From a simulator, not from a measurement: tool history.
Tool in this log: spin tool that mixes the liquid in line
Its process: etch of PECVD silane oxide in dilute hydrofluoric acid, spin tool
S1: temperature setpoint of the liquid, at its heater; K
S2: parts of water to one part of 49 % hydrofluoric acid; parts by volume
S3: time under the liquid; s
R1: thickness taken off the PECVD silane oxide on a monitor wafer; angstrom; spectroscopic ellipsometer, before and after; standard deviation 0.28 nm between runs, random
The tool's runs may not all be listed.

{"run": 1, "day": 0.0, "S1": 294.15, "S2": 95, "S3": 55, "R1": 278.0}
{"run": 2, "day": 0.138, "S1": 290.65, "S2": 95, "S3": 55, "R1": 244.09}
{"run": 3, "day": 0.408, "S1": 290.65, "S2": 95, "S3": 55, "R1": 241.86}
{"run": 4, "day": 0.742, "S1": 290.15, "S2": 95, "S3": 55, "R1": 238.16}
{"run": 5, "day": 0.871, "S1": 293.65, "S2": 80, "S3": 55, "R1": 330.73}
{"run": 6, "day": 1.083, "S1": 296.15, "S2": 70, "S3": 55, "R1": 423.24}
{"run": 7, "day": 1.208, "S1": 297.65, "S2": 65, "S3": 55, "R1": 483.96}

Run 8 comes next. What will it give?
{"run": 8, "day": 1.254, "S1": 299.15, "S2": 65, "S3": 55, "R1": "?"}

R1: 518.29 angstrom
